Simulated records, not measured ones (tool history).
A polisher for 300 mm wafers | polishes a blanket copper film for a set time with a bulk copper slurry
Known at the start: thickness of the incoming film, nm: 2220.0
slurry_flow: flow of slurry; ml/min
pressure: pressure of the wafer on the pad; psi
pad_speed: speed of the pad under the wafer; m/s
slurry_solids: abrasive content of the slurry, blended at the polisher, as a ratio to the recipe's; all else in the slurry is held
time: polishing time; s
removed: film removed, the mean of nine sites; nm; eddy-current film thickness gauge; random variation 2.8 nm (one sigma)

Run 1, hour 0.0: slurry_flow 250 ml/min, pressure 3.1 psi, pad_speed 1.26 m/s, slurry_solids 1.0, time 34 s. Result: removed 351.50 nm.
Run 2, hour 2.7: slurry_flow 250 ml/min, pressure 3.1 psi, pad_speed 1.42 m/s, slurry_solids 1.0, time 34 s. Result: removed 383.02 nm.
Run 3, hour 7.0: slurry_flow 250 ml/min, pressure 3.1 psi, pad_speed 1.42 m/s, slurry_solids 1.0, time 34 s. Result: removed 375.14 nm.
Run 4, hour 15.2: slurry_flow 250 ml/min, pressure 3.8 psi, pad_speed 1.42 m/s, slurry_solids 1.0, time 34 s. Result: removed 462.30 nm.
Run 5, hour 21.1: slurry_flow 250 ml/min, pressure 3.4 psi, pad_speed 1.40 m/s, slurry_solids 1.0, time 34 s. Result: removed 403.93 nm.
Run 6, hour 23.6: slurry_flow 250 ml/min, pressure 3.4 psi, pad_speed 1.68 m/s, slurry_solids 1.0, time 34 s. Result: removed 463.46 nm.
Run 7, hour 29.8: slurry_flow 250 ml/min, pressure 3.0 psi, pad_speed 1.66 m/s, slurry_solids 1.0, time 34 s. Result: removed 415.66 nm.
Run 8, hour 36.3: slurry_flow 250 ml/min, pressure 2.7 psi, pad_speed 1.66 m/s, slurry_solids 1.0, time 34 s. Result: removed 368.04 nm.

Run 9 comes next. What will it give?
Run 9, hour 39.8: slurry_flow 250 ml/min, pressure 2.5 psi, pad_speed 1.66 m/s, slurry_solids 1.0, time 34 s. Result: removed ?.

removed: 339.30 nm

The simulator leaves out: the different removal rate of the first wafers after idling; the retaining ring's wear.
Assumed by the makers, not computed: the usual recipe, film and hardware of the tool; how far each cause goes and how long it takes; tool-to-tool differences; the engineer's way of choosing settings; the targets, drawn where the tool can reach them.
